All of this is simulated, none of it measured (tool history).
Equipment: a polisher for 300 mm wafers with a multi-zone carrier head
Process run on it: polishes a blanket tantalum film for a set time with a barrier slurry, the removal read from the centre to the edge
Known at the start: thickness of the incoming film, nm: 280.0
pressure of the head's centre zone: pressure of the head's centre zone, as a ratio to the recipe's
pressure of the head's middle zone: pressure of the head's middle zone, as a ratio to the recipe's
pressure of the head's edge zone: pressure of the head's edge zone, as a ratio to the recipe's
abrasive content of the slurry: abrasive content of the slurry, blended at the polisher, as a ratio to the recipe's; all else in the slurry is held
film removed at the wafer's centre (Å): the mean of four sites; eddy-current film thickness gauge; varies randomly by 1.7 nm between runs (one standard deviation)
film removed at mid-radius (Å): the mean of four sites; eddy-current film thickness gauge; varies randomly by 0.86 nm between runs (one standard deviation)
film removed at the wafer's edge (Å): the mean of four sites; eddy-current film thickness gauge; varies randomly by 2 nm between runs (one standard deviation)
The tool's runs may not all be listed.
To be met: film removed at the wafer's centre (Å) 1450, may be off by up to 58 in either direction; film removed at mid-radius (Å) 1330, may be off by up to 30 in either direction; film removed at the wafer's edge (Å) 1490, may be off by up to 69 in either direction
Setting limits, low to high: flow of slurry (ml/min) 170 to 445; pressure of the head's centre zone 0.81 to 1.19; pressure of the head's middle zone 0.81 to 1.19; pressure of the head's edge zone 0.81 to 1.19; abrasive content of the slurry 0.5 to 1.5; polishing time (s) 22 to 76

run	day	flow of slurry (ml/min)	pressure of the head's centre zone	pressure of the head's middle zone	pressure of the head's edge zone	abrasive content of the slurry	polishing time (s)	film removed at the wafer's centre (Å)	film removed at mid-radius (Å)	film removed at the wafer's edge (Å)
1	0	285	1	1	1	1	49	1005.4	973.79	1064.5
2	0.038	290	1.03	1.02	1.05	1.15	51	1112.9	1071.5	1139.2
3	0.225	290	1.03	1.02	1.05	1.15	40	874.52	844.27	906.67
4	0.362	265	1.03	1.02	1.05	1.15	40	871.57	831.69	893.74
5	0.508	290	1.04	1.01	1.08	1.25	45	1012.4	960.75	1043.9
6	0.688	290	1.04	1.01	1	1.25	45	1017.4	950.52	1001.9
7	1.05	305	1.05	1	1.04	1.35	49	1141.4	1058.8	1121.6
8	1.412	305	1.05	1	1.04	1.35	49	1137.1	1065.5	1139.3

Next run, 5 choices. One meets every target within its allowed miss, the rest don't. Which?
A	1.775	255	1.18	1.06	0.94	1.5	40	?	?	?
B	1.775	325	0.81	1.01	1.14	1.5	66	?	?	?
C	1.775	330	1.14	0.88	1.08	1.35	67	?	?	?
D	1.775	270	0.96	0.99	1.13	1.5	57	?	?	?
E	1.775	320	1.05	0.97	1.09	1.5	61	?	?	?

move	film removed at the wafer's centre (Å)	film removed at mid-radius (Å)	film removed at the wafer's edge (Å)
A	1060.2	914.71	898.78
B	1247.2	1486.5	1649.7
C	1709.7	1352.9	1597.7
D	1247.2	1252.2	1406.5
E	1469	1335.9	1489.9
A: further off than the last run
B: takes the result that was furthest off past its target
C: brings the result that was furthest off to its target, and leaves another outside
D: moves toward the targets from the last run without getting all of them in spec
E: every result within its allowed miss
E is the move that brings every result within its allowed miss.
